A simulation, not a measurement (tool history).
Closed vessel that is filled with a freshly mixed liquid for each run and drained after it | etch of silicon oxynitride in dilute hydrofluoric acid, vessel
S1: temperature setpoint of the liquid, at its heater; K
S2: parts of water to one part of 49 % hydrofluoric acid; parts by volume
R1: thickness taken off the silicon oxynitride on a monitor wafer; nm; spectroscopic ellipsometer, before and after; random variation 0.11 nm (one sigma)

{"run": 1, "hour": 0.0, "S1": 294.15, "S2": 40, "time in the liquid (s)": 495, "R1": 22.818}
{"run": 2, "hour": 9.3, "S1": 293.15, "S2": 45, "time in the liquid (s)": 495, "R1": 19.019}
{"run": 3, "hour": 16.6, "S1": 293.15, "S2": 45, "time in the liquid (s)": 530, "R1": 20.347}
{"run": 4, "hour": 24.0, "S1": 292.65, "S2": 50, "time in the liquid (s)": 530, "R1": 17.764}
{"run": 5, "hour": 27.9, "S1": 292.15, "S2": 50, "time in the liquid (s)": 530, "R1": 17.573}
{"run": 6, "hour": 35.5, "S1": 294.15, "S2": 50, "time in the liquid (s)": 530, "R1": 19.414}
{"run": 7, "hour": 41.5, "S1": 293.15, "S2": 50, "time in the liquid (s)": 530, "R1": 18.222}
{"run": 8, "hour": 49.9, "S1": 292.65, "S2": 50, "time in the liquid (s)": 530, "R1": 17.962}
{"run": 9, "hour": 53.0, "S1": 292.15, "S2": 50, "time in the liquid (s)": 530, "R1": 17.45}
{"run": 10, "hour": 60.8, "S1": 291.65, "S2": 50, "time in the liquid (s)": 530, "R1": 17.069}

Run 11 comes next. What will it give?
{"run": 11, "hour": 67.9, "S1": 291.15, "S2": 50, "time in the liquid (s)": 530, "R1": "?"}

Run 11 gave R1 16.429 nm.
